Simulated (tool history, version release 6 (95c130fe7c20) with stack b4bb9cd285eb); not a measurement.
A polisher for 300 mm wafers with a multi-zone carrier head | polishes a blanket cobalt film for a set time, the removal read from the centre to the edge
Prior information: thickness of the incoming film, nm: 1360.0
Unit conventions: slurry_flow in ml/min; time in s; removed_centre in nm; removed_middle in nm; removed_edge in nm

run    day  slurry_flow  centre_zone  middle_zone  edge_zone  time  removed_centre  removed_middle  removed_edge
  1      0          205            1            1          1    38             182          180.65        181.79
  2  0.283          250            1            1          1    38          186.34          185.07        183.26
  3   0.55          210            1            1          1    38           184.2           179.5        178.86
  4   0.75          210            1            1          1    46          220.27          219.76        216.98
  5  0.796          210         1.02         0.99       0.96    38          188.55          176.97        174.34
  6  1.088          210         1.02         0.98       0.93    33          161.34          153.12        150.79

Run 7 has not been measured yet. What should we expect?
  7  1.454          210         1.04         0.97        0.9    30               ?               ?             ?

{"run 7": {"removed_centre": 146.47, "removed_middle": 138.65, "removed_edge": 137}}
